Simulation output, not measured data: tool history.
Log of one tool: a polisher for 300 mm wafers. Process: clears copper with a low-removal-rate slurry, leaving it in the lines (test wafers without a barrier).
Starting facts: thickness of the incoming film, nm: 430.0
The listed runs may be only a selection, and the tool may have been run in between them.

| run | hour | flow of slurry (ml/min) | pressure of the wafer on the pad (kPa) | speed of the pad under the wafer (cm/s) | abrasive content of the slurry | overpolish time after the end point (s) | time until the end point was called (s) | dishing of a wide line in a test structure (nm) |
|---|---|---|---|---|---|---|---|---|
| 1 | 0.0 | 185 | 19.3 | 122 | 1.00 | 16 | 109.070 | 44.611 |
| 2 | 4.2 | 225 | 19.3 | 122 | 1.00 | 16 | 105.840 | 43.977 |
| 3 | 5.0 | 225 | 20.0 | 122 | 1.00 | 17 | 107.470 | 48.435 |
| 4 | 11.2 | 225 | 20.7 | 122 | 1.00 | 17 | 103.210 | 50.630 |
| 5 | 19.6 | 225 | 21.4 | 122 | 1.00 | 17 | 96.766 | 51.069 |
| 6 | 24.5 | 225 | 21.4 | 122 | 1.15 | 17 | 97.065 | 54.069 |

Run 7 is up next; what results do you expect?
| 7 | 26.2 | 225 | 22.8 | 122 | 1.15 | 18 | ? | ? |

Logged for run 7: time until the end point was called (s) 92.574, dishing of a wide line in a test structure (nm) 58.606.
